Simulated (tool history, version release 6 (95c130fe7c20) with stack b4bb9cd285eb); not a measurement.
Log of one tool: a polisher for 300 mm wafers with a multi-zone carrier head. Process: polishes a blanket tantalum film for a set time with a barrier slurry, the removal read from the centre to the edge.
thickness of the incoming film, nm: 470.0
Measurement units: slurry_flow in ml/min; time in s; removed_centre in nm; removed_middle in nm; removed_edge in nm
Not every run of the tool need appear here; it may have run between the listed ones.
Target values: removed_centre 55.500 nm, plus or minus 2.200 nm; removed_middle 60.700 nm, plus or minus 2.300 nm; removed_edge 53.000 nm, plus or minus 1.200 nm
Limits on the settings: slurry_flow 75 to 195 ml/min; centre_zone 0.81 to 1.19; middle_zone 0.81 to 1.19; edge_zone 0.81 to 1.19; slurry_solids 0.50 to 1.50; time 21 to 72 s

Run 1, day 0.000: slurry_flow 125 ml/min, centre_zone 1.00, middle_zone 1.00, edge_zone 1.00, slurry_solids 1.00, time 46 s. Result: removed_centre 55.853 nm, removed_middle 56.385 nm, removed_edge 56.541 nm.
Run 2, day 0.204: slurry_flow 125 ml/min, centre_zone 1.00, middle_zone 0.93, edge_zone 1.00, slurry_solids 1.00, time 46 s. Result: removed_centre 54.736 nm, removed_middle 52.245 nm, removed_edge 56.536 nm.
Run 3, day 0.258: slurry_flow 125 ml/min, centre_zone 1.00, middle_zone 0.93, edge_zone 1.00, slurry_solids 1.00, time 40 s. Result: removed_centre 48.014 nm, removed_middle 46.469 nm, removed_edge 49.371 nm.
Run 4, day 0.379: slurry_flow 135 ml/min, centre_zone 1.00, middle_zone 0.96, edge_zone 1.00, slurry_solids 1.00, time 40 s. Result: removed_centre 48.485 nm, removed_middle 48.346 nm, removed_edge 49.471 nm.
Run 5, day 0.662: slurry_flow 140 ml/min, centre_zone 1.01, middle_zone 0.99, edge_zone 1.01, slurry_solids 1.00, time 40 s. Result: removed_centre 49.277 nm, removed_middle 49.504 nm, removed_edge 50.679 nm.
Run 6, day 1.000: slurry_flow 140 ml/min, centre_zone 1.01, middle_zone 1.04, edge_zone 1.01, slurry_solids 1.00, time 40 s. Result: removed_centre 50.302 nm, removed_middle 51.874 nm, removed_edge 50.067 nm.
Run 7, day 1.242: slurry_flow 145 ml/min, centre_zone 1.01, middle_zone 1.06, edge_zone 1.01, slurry_solids 1.00, time 40 s. Result: removed_centre 49.603 nm, removed_middle 53.257 nm, removed_edge 49.607 nm.
Run 8, day 1.346: slurry_flow 150 ml/min, centre_zone 1.02, middle_zone 1.07, edge_zone 1.02, slurry_solids 1.00, time 40 s. Result: removed_centre 50.692 nm, removed_middle 53.520 nm, removed_edge 50.420 nm.
Run 9, day 1.592: slurry_flow 185 ml/min, centre_zone 1.03, middle_zone 1.17, edge_zone 1.00, slurry_solids 1.05, time 40 s. Result: removed_centre 53.125 nm, removed_middle 60.750 nm, removed_edge 51.610 nm.

Pick the move, out of 4, that brings all results within their allowed miss; only one does.
Run A, day 1.838: slurry_flow 195 ml/min, centre_zone 1.09, middle_zone 1.19, edge_zone 0.98, slurry_solids 0.90, time 41 s. Result: removed_centre ?, removed_middle ?, removed_edge ?.
Run B, day 1.838: slurry_flow 185 ml/min, centre_zone 0.91, middle_zone 1.19, edge_zone 0.97, slurry_solids 1.05, time 42 s. Result: removed_centre ?, removed_middle ?, removed_edge ?.
Run C, day 1.838: slurry_flow 195 ml/min, centre_zone 1.16, middle_zone 1.01, edge_zone 1.04, slurry_solids 1.10, time 41 s. Result: removed_centre ?, removed_middle ?, removed_edge ?.
Run D, day 1.838: slurry_flow 190 ml/min, centre_zone 1.09, middle_zone 1.19, edge_zone 1.09, slurry_solids 1.10, time 39 s. Result: removed_centre ?, removed_middle ?, removed_edge ?.

move  removed_centre  removed_middle  removed_edge
   A          56.888          60.738        51.330
   B          51.889          64.381        54.208
   C          63.080          55.595        55.802
   D          56.789          60.649        54.064
A: further off than the last run
B: the result that was furthest off in the last run now lies on the other side of its target
C: the result that was furthest off in the last run now lies on the other side of its target
D: every result lands within tolerance
The right move is D.
